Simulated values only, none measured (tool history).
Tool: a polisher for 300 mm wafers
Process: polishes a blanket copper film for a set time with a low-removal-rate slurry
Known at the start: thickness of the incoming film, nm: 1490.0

run,hour,flow of slurry (ml/min),pressure of the wafer on the pad (psi),speed of the pad under the wafer (m/s),abrasive content of the slurry,polishing time (s),film removed (nm)
1,0.0,285,2.6,1.08,1.0,46,104.910
2,3.4,285,2.5,1.08,1.0,46,98.425
3,6.7,285,2.4,1.08,1.0,46,95.652
4,13.1,285,2.4,1.08,1.0,46,96.495
5,14.6,285,2.4,1.26,1.0,46,114.300
6,16.3,285,2.4,1.26,0.8,46,107.040

Run 7 comes next. What will it give?
7,18.1,285,2.3,1.26,0.8,46,?

{"run 7": {"film removed (nm)": 100.39}}
